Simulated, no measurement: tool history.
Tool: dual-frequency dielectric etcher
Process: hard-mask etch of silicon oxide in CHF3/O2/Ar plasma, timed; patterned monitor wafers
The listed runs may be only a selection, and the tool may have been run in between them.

run  hour  source power (kW)  bias power (kW)  etch time (s)  mean etch depth across the wafer (Å)
  1     0               0.63            0.145           20.5                                 384.2
  2     2               0.67            0.147           20.5                                394.95
  3   2.6               0.67             0.13           20.5                                387.46
  4  11.3               0.67             0.11           20.5                                372.63
  5  15.7                0.7            0.114           20.5                                385.65
  6  20.6               0.73            0.116           20.5                                394.77
  7  26.3               0.76            0.117           20.5                                399.88
  8    30               0.78             0.12           20.5                                410.06
  9  37.4                0.8            0.121           20.5                                411.24
 10    44               0.81            0.124           20.5                                 419.5
 11  47.9               0.82            0.125           20.5                                419.02

Estimate the outcome of run 12 from the log above:
 12  49.6               0.83            0.127           20.5                                     ?

{"run 12": {"mean etch depth across the wafer (Å)": 424.61}}

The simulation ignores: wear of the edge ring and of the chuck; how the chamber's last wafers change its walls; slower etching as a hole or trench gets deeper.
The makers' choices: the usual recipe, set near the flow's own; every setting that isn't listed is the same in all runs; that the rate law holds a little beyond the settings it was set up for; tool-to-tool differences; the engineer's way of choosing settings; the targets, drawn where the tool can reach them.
